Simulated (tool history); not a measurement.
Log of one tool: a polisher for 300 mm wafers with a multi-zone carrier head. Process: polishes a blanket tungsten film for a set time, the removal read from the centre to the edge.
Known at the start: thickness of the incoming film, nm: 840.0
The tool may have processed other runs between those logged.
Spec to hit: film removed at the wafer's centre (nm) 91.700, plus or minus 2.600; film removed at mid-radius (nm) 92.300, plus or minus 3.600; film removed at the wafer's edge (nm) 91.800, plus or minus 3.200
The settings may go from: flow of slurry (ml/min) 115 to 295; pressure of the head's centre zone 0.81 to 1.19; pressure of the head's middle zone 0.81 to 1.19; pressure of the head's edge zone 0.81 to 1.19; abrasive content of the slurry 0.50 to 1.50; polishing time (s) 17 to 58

run,hour,flow of slurry (ml/min),pressure of the head's centre zone,pressure of the head's middle zone,pressure of the head's edge zone,abrasive content of the slurry,polishing time (s),film removed at the wafer's centre (nm),film removed at mid-radius (nm),film removed at the wafer's edge (nm)
1,0.0,190,1.00,1.00,1.00,1.00,37,138.390,137.640,135.650
2,1.5,210,1.00,1.00,1.00,1.00,37,141.870,139.940,132.570
3,7.8,215,0.99,0.99,0.99,0.95,36,135.800,133.550,127.790
4,10.7,215,0.98,0.98,0.98,0.90,35,129.410,127.070,125.490
5,17.5,215,0.92,0.98,0.98,0.90,35,122.100,125.710,123.690
6,19.8,220,0.91,0.98,0.97,0.85,34,115.390,120.060,117.960
7,26.8,225,0.91,0.97,0.96,0.80,33,110.950,118.420,110.910
8,33.4,220,0.91,0.95,0.96,0.75,33,109.020,110.950,112.500
9,39.5,220,0.91,0.95,0.95,0.70,33,108.350,110.080,109.930
10,40.5,220,0.91,0.95,0.94,0.70,33,108.330,110.310,110.280
11,43.1,225,0.91,0.95,0.93,0.70,33,108.100,112.430,109.030
12,48.6,225,0.91,0.94,0.92,0.70,33,107.980,111.720,107.130
13,53.2,175,0.84,0.84,0.82,0.50,33,91.911,92.541,95.477

Which single option among these 5 for the next run brings every result within its allowed miss of target? Just one does.
A,57.8,165,0.95,0.95,0.81,0.55,30,?,?,?
B,57.8,165,0.83,0.83,0.84,0.55,34,?,?,?
C,57.8,200,0.87,0.87,0.81,0.50,31,?,?,?
D,57.8,160,0.83,0.81,0.85,0.60,33,?,?,?
E,57.8,170,0.83,0.81,0.83,0.50,34,?,?,?

move,film removed at the wafer's centre (nm),film removed at mid-radius (nm),film removed at the wafer's edge (nm)
A,94.060,93.026,86.549
B,92.949,94.335,99.781
C,91.019,91.136,90.467
D,90.810,90.432,98.270
E,92.199,91.676,98.282
A: carries the result that was furthest off beyond its target, to the other side
B: lands further from the targets than the last run did
C: in spec on every target
D: lands further from the targets than the last run did
E: lands further from the targets than the last run did
The move that meets every target is C.
